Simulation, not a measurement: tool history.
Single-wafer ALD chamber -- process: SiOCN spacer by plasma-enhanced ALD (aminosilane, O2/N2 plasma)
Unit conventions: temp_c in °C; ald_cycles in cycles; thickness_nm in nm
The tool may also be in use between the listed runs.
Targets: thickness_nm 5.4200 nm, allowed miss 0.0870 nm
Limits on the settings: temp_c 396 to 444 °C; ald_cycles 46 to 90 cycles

| run | hour | temp_c | ald_cycles | thickness_nm |
|---|---|---|---|---|
| 1 | 0.0 | 420 | 68 | 4.3761 |
| 2 | 4.4 | 430 | 68 | 4.2380 |
| 3 | 7.7 | 436 | 68 | 4.1797 |
| 4 | 16.2 | 444 | 68 | 4.0894 |
| 5 | 21.0 | 436 | 73 | 4.4820 |
| 6 | 26.0 | 430 | 76 | 4.7580 |
| 7 | 31.9 | 424 | 78 | 4.9391 |
| 8 | 39.2 | 420 | 79 | 5.0856 |
| 9 | 44.8 | 416 | 80 | 5.2144 |
| 10 | 47.3 | 414 | 80 | 5.2735 |

Consider the 5 candidate settings below. Which is the only one whose results all fall within their allowed miss of target?
| A | 49.8 | 408 | 77 | ? |
| B | 49.8 | 420 | 80 | ? |
| C | 49.8 | 414 | 79 | ? |
| D | 49.8 | 419 | 79 | ? |
| E | 49.8 | 419 | 84 | ? |

| move | thickness_nm |
|---|---|
| A | 5.1277 |
| B | 5.1538 |
| C | 5.1752 |
| D | 5.1037 |
| E | 5.4267 |
A: further off than the last run
B: further off than the last run
C: further off than the last run
D: further off than the last run
E: in spec on every target
Answer: E
